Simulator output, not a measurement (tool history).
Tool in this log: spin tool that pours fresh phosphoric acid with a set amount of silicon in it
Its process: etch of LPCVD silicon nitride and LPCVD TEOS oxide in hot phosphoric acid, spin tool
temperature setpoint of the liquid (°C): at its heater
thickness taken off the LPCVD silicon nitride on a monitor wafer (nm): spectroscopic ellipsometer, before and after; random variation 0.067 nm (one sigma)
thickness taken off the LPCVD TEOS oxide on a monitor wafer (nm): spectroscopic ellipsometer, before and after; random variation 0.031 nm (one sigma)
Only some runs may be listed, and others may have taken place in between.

run  hour  temperature setpoint of the liquid (°C)  silicon dissolved in the acid as it is poured (mg a litre)  time under the liquid (s)  thickness taken off the LPCVD silicon nitride on a monitor wafer (nm)  thickness taken off the LPCVD TEOS oxide on a monitor wafer (nm)
  1     0                                      160                                                        23.5                        100                                                                 8.2447                                                           0.15921
  2   2.7                                    161.5                                                          26                        115                                                                 9.9679                                                           0.15903
  3   5.3                                      160                                                          26                        115                                                                 9.5431                                                           0.17677
  4   6.9                                    161.5                                                          24                        125                                                                 10.873                                                           0.26355
  5  15.2                                    161.5                                                          24                        160                                                                 13.863                                                           0.28626
  6    21                                      162                                                          26                        160                                                                 14.177                                                           0.28443
  7  24.7                                      162                                                          26                        160                                                                 14.112                                                           0.30115
  8  31.7                                    162.5                                                        28.5                        160                                                                 14.365                                                           0.31539
  9  32.6                                    162.5                                                          33                        160                                                                 14.323                                                           0.22926

Run 10, settings as shown, results not yet in. Your forecast:
 10  39.8                                      163                                                          33                        160                                                                      ?                                                                 ?

Run 10 yielded thickness taken off the LPCVD silicon nitride on a monitor wafer (nm) 14.563, thickness taken off the LPCVD TEOS oxide on a monitor wafer (nm) 0.22119.
